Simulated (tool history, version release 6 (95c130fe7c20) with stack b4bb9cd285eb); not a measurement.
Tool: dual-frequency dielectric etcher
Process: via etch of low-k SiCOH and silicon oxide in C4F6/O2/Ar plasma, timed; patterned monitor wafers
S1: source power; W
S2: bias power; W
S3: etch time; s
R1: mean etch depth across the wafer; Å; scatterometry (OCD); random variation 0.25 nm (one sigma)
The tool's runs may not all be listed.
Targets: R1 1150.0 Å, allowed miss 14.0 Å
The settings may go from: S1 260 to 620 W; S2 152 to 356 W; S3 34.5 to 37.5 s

run,hour,S1,S2,S3,R1
1,0.0,440,254,37.5,1073.2
2,8.4,440,254,37.5,1078.9
3,14.5,440,281,37.5,1135.7
4,22.5,440,281,34.5,1042.5
5,27.7,480,281,34.5,1074.5
6,30.4,480,249,34.5,1004.4
7,33.7,480,249,34.5,1009.1
8,35.0,570,264,34.5,1104.8
9,41.9,580,266,34.5,1112.5

Which of these 5 next moves meets every target?
A,48.8,560,257,35.5,?
B,48.8,610,231,36.0,?
C,48.8,620,240,35.5,?
D,48.8,620,208,37.0,?
E,48.8,620,267,35.0,?

move,R1
A,1104.6
B,1088.8
C,1102.2
D,1061.8
E,1149.6
A: further off than the last run
B: further off than the last run
C: further off than the last run
D: further off than the last run
E: meets every target
Move E is the one to make.
